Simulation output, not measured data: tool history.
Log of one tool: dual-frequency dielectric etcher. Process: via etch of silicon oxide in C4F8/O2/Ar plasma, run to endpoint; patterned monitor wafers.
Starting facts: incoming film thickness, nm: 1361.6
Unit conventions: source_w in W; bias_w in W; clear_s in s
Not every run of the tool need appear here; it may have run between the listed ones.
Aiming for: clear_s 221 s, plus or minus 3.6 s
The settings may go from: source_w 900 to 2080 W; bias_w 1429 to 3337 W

run 1 hour=0 | source_w=1490 bias_w=2383 | clear_s=248.05
run 2 hour=6.4 | source_w=1530 bias_w=2394 | clear_s=241.83
run 3 hour=11 | source_w=1560 bias_w=2400 | clear_s=239.96
run 4 hour=16.8 | source_w=1460 bias_w=2400 | clear_s=248.42
run 5 hour=22.7 | source_w=1500 bias_w=2408 | clear_s=245.57
-- hour=26.6 wet clean of the chamber
run 6 hour=26.6 | source_w=1620 bias_w=2408 | clear_s=245.21
run 7 hour=34.5 | source_w=1630 bias_w=2511 | clear_s=239.29
run 8 hour=41 | source_w=1670 bias_w=2553 | clear_s=234.47
run 9 hour=44.9 | source_w=1700 bias_w=2566 | clear_s=230.8
run 10 hour=51.7 | source_w=1720 bias_w=2572 | clear_s=230.44
run 11 hour=53 | source_w=1740 bias_w=2579 | clear_s=228.83
run 12 hour=59.9 | source_w=1760 bias_w=2584 | clear_s=226.43
run 13 hour=63.5 | source_w=1760 bias_w=2584 | clear_s=225.39
run 14 hour=70.9 | source_w=1770 bias_w=2586 | clear_s=225.78
run 15 hour=71.8 | source_w=1780 bias_w=2588 | clear_s=225.83
run 16 hour=76.3 | source_w=1790 bias_w=2591 | clear_s=225.84

Which single option among these 4 for the next run brings every result within its allowed miss of target? Just one does.
run A hour=80.8 | source_w=1940 bias_w=2504 | clear_s=?
run B hour=80.8 | source_w=1730 bias_w=2538 | clear_s=?
run C hour=80.8 | source_w=1750 bias_w=2467 | clear_s=?
run D hour=80.8 | source_w=1780 bias_w=2431 | clear_s=?

move=A clear_s=221.41
move=B clear_s=233.18
move=C clear_s=234.94
move=D clear_s=234.53
A: every result lands within tolerance
B: its largest miss is bigger than the last run's
C: its largest miss is bigger than the last run's
D: its largest miss is bigger than the last run's
Go with A: it meets all targets.
